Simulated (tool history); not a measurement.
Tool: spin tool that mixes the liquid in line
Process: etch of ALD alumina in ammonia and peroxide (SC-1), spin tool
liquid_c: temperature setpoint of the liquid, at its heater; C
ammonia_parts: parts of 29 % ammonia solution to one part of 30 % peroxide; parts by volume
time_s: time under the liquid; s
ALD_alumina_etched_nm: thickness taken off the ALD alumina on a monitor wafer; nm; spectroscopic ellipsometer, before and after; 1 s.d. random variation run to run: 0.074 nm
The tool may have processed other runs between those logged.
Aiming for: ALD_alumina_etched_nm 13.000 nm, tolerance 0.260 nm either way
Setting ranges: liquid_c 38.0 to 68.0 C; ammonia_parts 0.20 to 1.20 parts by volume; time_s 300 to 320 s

run	hour	liquid_c	ammonia_parts	time_s	ALD_alumina_etched_nm
1	0.0	52.0	0.90	300	17.453
2	0.9	52.0	0.70	300	17.073
3	6.1	52.0	0.95	300	17.479
4	9.6	58.5	0.95	300	24.758
5	15.8	58.5	1.20	300	25.371
# hour 24.3: new drum of ammonia solution connected
6	24.3	55.5	1.20	300	22.175
7	30.2	54.5	1.20	300	20.973
8	39.1	46.5	1.20	300	13.500

4 candidate next runs follow, results not yet known. Just one meets every target within its allowed miss. Identify it.
A	48.0	47.0	1.20	300	?
B	48.0	47.0	1.05	300	?
C	48.0	45.0	1.20	300	?
D	48.0	46.0	1.20	300	?

move	ALD_alumina_etched_nm
A	13.915
B	13.739
C	12.428
D	13.153
A: the biggest miss grows against the last run
B: the biggest miss grows against the last run
C: moves the result that the last run missed by most past its target, out the other side
D: each result inside its tolerance
Go with D: it meets all targets.
